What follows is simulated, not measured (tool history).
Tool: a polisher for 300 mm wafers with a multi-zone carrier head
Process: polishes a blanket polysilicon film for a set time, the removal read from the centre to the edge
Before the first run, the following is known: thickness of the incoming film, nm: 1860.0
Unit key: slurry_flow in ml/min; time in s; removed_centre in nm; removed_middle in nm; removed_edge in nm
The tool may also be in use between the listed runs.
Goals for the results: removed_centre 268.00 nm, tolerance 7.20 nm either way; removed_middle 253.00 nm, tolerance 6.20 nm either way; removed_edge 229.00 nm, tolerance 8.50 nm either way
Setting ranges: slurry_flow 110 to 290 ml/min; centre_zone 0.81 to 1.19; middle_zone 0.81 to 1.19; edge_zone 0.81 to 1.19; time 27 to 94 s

run    day  slurry_flow  centre_zone  middle_zone  edge_zone  time  removed_centre  removed_middle  removed_edge
  1  0.000          185         1.00         1.00       1.00    60          300.72          261.63        275.71
  2  0.362          175         0.99         1.02       0.94    59          294.93          263.05        256.37
  3  0.471          175         0.99         1.02       0.94    69          345.84          308.29        305.26
  4  0.533          165         0.97         1.01       0.90    65          312.61          286.43        280.34
  5  0.612          200         0.97         1.01       0.90    65          325.23          289.35        283.42
  6  0.988          200         0.97         1.01       0.90    52          258.87          231.24        227.10
  7  1.275          210         0.97         1.04       0.90    52          259.55          237.18        232.88
  8  1.492          230         1.01         1.14       0.81    51          267.40          260.31        219.73

Of the 4 settings listed for the next run, only one would bring every result within its allowed miss of target. Which one?
  A  1.708          255         0.97         1.08       0.83    52               ?               ?             ?
  B  1.708          245         0.87         1.00       1.01    54               ?               ?             ?
  C  1.708          220         1.06         1.19       0.81    50               ?               ?             ?
  D  1.708          210         0.90         0.99       1.02    55               ?               ?             ?

move  removed_centre  removed_middle  removed_edge
   A          264.73          251.15        230.18
   B          245.40          243.44        253.27
   C          273.73          258.44        217.02
   D          253.95          241.88        255.72
A: meets every target
B: moves the result that the last run missed by most past its target, out the other side
C: brings the result that was furthest off to its target, and leaves another outside
D: moves the result that the last run missed by most past its target, out the other side
A meets every target.

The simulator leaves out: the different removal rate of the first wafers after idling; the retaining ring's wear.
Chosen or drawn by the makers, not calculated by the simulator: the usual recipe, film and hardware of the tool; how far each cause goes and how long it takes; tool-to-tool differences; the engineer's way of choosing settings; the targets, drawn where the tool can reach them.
